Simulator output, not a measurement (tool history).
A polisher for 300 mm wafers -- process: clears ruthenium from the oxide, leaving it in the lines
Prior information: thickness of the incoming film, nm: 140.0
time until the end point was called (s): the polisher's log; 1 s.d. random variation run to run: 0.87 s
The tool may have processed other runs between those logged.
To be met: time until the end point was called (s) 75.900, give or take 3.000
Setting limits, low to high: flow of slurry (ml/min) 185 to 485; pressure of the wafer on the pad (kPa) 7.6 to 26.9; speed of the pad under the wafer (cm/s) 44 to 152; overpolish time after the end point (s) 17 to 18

run	hour	flow of slurry (ml/min)	pressure of the wafer on the pad (kPa)	speed of the pad under the wafer (cm/s)	overpolish time after the end point (s)	time until the end point was called (s)
1	0.0	310	17.2	98	17	112.740
2	2.3	310	17.2	110	17	102.110
3	6.3	310	17.2	110	17	99.625
4	7.8	310	17.2	122	17	92.872
5	8.9	310	17.9	122	17	88.007
6	14.5	310	17.9	122	18	89.503
7	22.2	310	18.6	122	18	85.108
8	24.3	310	20.0	122	18	80.253

Next run, 5 choices. One meets every target within its allowed miss, the rest don't. Which?
A	26.4	215	17.9	136	18	?
B	26.4	305	18.6	120	18	?
C	26.4	340	20.7	114	18	?
D	26.4	480	15.9	134	18	?
E	26.4	315	21.4	120	18	?

move	time until the end point was called (s)
A	86.051
B	88.771
C	82.947
D	90.877
E	77.354
A: moves away from the targets compared with the last run
B: moves away from the targets compared with the last run
C: moves away from the targets compared with the last run
D: moves away from the targets compared with the last run
E: each result inside its tolerance
Move E is the one to make.
